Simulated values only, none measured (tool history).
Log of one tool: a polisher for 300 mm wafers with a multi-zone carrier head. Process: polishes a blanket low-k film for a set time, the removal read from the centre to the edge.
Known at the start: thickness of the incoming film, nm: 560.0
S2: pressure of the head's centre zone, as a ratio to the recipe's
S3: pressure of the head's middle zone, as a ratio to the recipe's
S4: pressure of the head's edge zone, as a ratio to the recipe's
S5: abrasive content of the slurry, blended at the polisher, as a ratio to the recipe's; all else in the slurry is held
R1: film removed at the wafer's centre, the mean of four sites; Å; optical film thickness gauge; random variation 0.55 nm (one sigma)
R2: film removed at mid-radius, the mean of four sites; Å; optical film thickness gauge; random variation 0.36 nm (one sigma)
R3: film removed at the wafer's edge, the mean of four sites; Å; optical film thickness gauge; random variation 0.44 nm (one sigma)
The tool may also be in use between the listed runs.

{"run": 1, "hour": 0.0, "flow of slurry (ml/min)": 220, "S2": 1, "S3": 1, "S4": 1, "S5": 1, "polishing time (s)": 65, "R1": 370.59, "R2": 381.72, "R3": 370.2}
{"run": 2, "hour": 7.8, "flow of slurry (ml/min)": 220, "S2": 1, "S3": 1, "S4": 1, "S5": 1, "polishing time (s)": 57, "R1": 329.9, "R2": 333.45, "R3": 325}
{"run": 3, "hour": 14.5, "flow of slurry (ml/min)": 220, "S2": 1.09, "S3": 1, "S4": 1, "S5": 1, "polishing time (s)": 57, "R1": 360.72, "R2": 341.57, "R3": 320.93}
{"run": 4, "hour": 15.3, "flow of slurry (ml/min)": 225, "S2": 1.1, "S3": 1.01, "S4": 1.03, "S5": 1.1, "polishing time (s)": 58, "R1": 401.09, "R2": 366.33, "R3": 355.85}
{"run": 5, "hour": 21.2, "flow of slurry (ml/min)": 235, "S2": 1.1, "S3": 1.04, "S4": 1.05, "S5": 1.15, "polishing time (s)": 58, "R1": 408.29, "R2": 384.35, "R3": 368.97}
{"run": 6, "hour": 23.6, "flow of slurry (ml/min)": 235, "S2": 1.1, "S3": 1.04, "S4": 1.11, "S5": 1.15, "polishing time (s)": 58, "R1": 412, "R2": 380.42, "R3": 378.07}

The next listed run, before its measurement:
{"run": 7, "hour": 32.2, "flow of slurry (ml/min)": 240, "S2": 1.1, "S3": 1.06, "S4": 1.12, "S5": 1.2, "polishing time (s)": 58, "R1": "?", "R2": "?", "R3": "?"}

R1: 413.16 Å
R2: 401.02 Å
R3: 391.69 Å
